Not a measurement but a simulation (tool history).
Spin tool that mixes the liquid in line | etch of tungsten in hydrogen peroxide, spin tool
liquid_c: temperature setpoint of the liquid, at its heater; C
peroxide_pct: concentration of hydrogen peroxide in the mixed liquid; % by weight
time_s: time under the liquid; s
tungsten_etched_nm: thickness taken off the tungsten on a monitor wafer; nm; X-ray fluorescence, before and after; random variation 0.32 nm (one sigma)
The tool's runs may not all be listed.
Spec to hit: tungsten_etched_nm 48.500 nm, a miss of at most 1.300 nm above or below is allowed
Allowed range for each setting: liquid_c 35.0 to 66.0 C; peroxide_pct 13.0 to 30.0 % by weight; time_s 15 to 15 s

run	hour	liquid_c	peroxide_pct	time_s	tungsten_etched_nm
1	0.0	51.0	26.0	15	38.290
2	4.6	51.0	26.0	15	38.091
3	6.0	51.0	30.0	15	41.241
4	11.5	51.5	30.0	15	42.405
5	15.3	51.5	30.0	15	42.282
6	19.2	51.5	26.0	15	39.126
7	25.7	52.0	26.0	15	40.244
8	30.6	52.5	26.0	15	41.551

Exercise: of the 5 proposed moves below, exactly one satisfies all targets within the stated allowed misses. Which move is it?
A	35.5	51.0	26.5	15	?
B	35.5	55.5	29.5	15	?
C	35.5	50.5	28.5	15	?
D	35.5	55.0	25.5	15	?
E	35.5	55.5	28.0	15	?

move	tungsten_etched_nm
A	38.956
B	53.820
C	39.189
D	48.579
E	52.434
A: moves away from the targets compared with the last run
B: the result that was furthest off in the last run now lies on the other side of its target
C: moves away from the targets compared with the last run
D: each result inside its tolerance
E: the result that was furthest off in the last run now lies on the other side of its target
Answer: D
